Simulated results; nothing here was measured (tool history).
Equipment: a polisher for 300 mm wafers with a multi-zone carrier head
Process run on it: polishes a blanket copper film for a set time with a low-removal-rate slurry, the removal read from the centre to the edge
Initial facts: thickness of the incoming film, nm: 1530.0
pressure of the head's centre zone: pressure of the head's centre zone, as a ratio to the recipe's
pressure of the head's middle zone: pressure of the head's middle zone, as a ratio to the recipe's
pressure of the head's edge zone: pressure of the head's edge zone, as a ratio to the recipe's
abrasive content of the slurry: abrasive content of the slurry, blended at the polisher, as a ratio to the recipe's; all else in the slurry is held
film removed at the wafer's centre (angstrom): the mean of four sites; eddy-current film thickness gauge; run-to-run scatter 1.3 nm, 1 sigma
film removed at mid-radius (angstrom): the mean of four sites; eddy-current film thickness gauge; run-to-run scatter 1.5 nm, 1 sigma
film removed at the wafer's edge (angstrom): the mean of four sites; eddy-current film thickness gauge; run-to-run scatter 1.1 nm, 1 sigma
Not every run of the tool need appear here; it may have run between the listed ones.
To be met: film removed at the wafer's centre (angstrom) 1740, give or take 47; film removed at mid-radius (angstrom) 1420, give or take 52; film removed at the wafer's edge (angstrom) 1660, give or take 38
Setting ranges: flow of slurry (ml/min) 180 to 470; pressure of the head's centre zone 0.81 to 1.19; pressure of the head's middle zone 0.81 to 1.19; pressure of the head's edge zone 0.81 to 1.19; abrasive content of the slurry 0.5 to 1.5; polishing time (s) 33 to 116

run	hour	flow of slurry (ml/min)	pressure of the head's centre zone	pressure of the head's middle zone	pressure of the head's edge zone	abrasive content of the slurry	polishing time (s)	film removed at the wafer's centre (angstrom)	film removed at mid-radius (angstrom)	film removed at the wafer's edge (angstrom)
1	0	300	1	1	1	1	74	1374.2	1390	1400.9
2	4.4	300	0.93	1	1	1	74	1273.5	1377.2	1412.8
3	9.2	300	0.93	1.05	1	1	74	1273.3	1455.6	1406
4	15.6	315	0.99	1.01	1.05	1.1	74	1407.8	1445.2	1492.8
5	22.4	335	1.03	0.99	1.08	1.1	74	1457.2	1429.6	1509.8
6	24.2	335	1.1	0.99	1.08	1.1	74	1568.1	1397.7	1503.5
7	32.1	345	1.12	0.98	1.11	1.15	74	1616.1	1432.5	1559.2
8	32.9	395	1.19	0.9	1.18	1.2	74	1732.4	1346.4	1632.2
9	40.5	400	1.19	0.91	1.18	1.2	74	1735	1375	1608.3

Which of these 5 next moves meets every target?
A	48.1	410	1.19	0.87	1.14	1.45	71	?	?	?
B	48.1	460	1.19	1.03	1.15	1.3	71	?	?	?
C	48.1	325	1.16	0.86	1.16	1.15	77	?	?	?
D	48.1	330	1.12	0.81	1.19	1.3	75	?	?	?
E	48.1	395	1.17	0.92	1.18	1.4	73	?	?	?

move	film removed at the wafer's centre (angstrom)	film removed at mid-radius (angstrom)	film removed at the wafer's edge (angstrom)
A	1741.9	1352.8	1595.5
B	1710.5	1527.2	1565.3
C	1712.9	1352	1630.1
D	1664.9	1293.8	1660.8
E	1743.6	1441.1	1651.7
A: moves away from the targets compared with the last run
B: moves away from the targets compared with the last run
C: corrects the largest miss of the last run, while another result sits out of spec
D: corrects the largest miss of the last run, while another result sits out of spec
E: all results land within tolerance of their targets
Correct choice: E, which meets every target

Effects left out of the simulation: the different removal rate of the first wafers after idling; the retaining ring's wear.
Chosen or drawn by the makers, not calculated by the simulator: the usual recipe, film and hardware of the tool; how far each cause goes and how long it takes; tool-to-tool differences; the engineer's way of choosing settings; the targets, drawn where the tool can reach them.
